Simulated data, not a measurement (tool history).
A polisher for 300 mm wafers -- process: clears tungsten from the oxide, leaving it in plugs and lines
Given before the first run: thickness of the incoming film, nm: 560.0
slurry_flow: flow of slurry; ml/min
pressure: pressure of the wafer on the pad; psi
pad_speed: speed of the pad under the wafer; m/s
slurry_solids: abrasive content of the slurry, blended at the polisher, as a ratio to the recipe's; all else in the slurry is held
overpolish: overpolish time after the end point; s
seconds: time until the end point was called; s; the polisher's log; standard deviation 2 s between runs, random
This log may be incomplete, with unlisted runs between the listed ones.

{"run": 1, "hour": 0.0, "slurry_flow": 140, "pressure": 3.4, "pad_speed": 1.36, "slurry_solids": 1, "overpolish": 18, "seconds": 86.876}
{"run": 2, "hour": 0.6, "slurry_flow": 170, "pressure": 3.4, "pad_speed": 1.36, "slurry_solids": 1, "overpolish": 18, "seconds": 83.256}
{"run": 3, "hour": 1.5, "slurry_flow": 170, "pressure": 3.2, "pad_speed": 1.36, "slurry_solids": 1, "overpolish": 18, "seconds": 90.17}
{"run": 4, "hour": 6.7, "slurry_flow": 170, "pressure": 3.2, "pad_speed": 1.36, "slurry_solids": 1.15, "overpolish": 18, "seconds": 87.205}
{"run": 5, "hour": 14.2, "slurry_flow": 170, "pressure": 3.2, "pad_speed": 1.36, "slurry_solids": 1.15, "overpolish": 19, "seconds": 87.046}
{"run": 6, "hour": 19.4, "slurry_flow": 170, "pressure": 3, "pad_speed": 1.36, "slurry_solids": 1.15, "overpolish": 19, "seconds": 93.473}
{"run": 7, "hour": 20.1, "slurry_flow": 170, "pressure": 2.8, "pad_speed": 1.36, "slurry_solids": 1.15, "overpolish": 19, "seconds": 98.143}
{"run": 8, "hour": 23.9, "slurry_flow": 170, "pressure": 2.8, "pad_speed": 1.36, "slurry_solids": 1.15, "overpolish": 19, "seconds": 97.542}
{"run": 9, "hour": 26.9, "slurry_flow": 170, "pressure": 2.6, "pad_speed": 1.36, "slurry_solids": 1.15, "overpolish": 19, "seconds": 105.02}
{"run": 10, "hour": 33.2, "slurry_flow": 170, "pressure": 2.5, "pad_speed": 1.36, "slurry_solids": 1.15, "overpolish": 19, "seconds": 110.84}
{"run": 11, "hour": 41.8, "slurry_flow": 170, "pressure": 2.4, "pad_speed": 1.36, "slurry_solids": 1.15, "overpolish": 19, "seconds": 114.94}
{"run": 12, "hour": 44.5, "slurry_flow": 170, "pressure": 2.4, "pad_speed": 1.36, "slurry_solids": 1.15, "overpolish": 19, "seconds": 108.88}
{"run": 13, "hour": 47.7, "slurry_flow": 170, "pressure": 2.3, "pad_speed": 1.36, "slurry_solids": 1.15, "overpolish": 19, "seconds": 121.7}

Run 14 has not been measured yet. What should we expect?
{"run": 14, "hour": 54.3, "slurry_flow": 165, "pressure": 2.1, "pad_speed": 1.36, "slurry_solids": 1.15, "overpolish": 19, "seconds": "?"}

For run 14 the tool returned seconds 125.96 s.
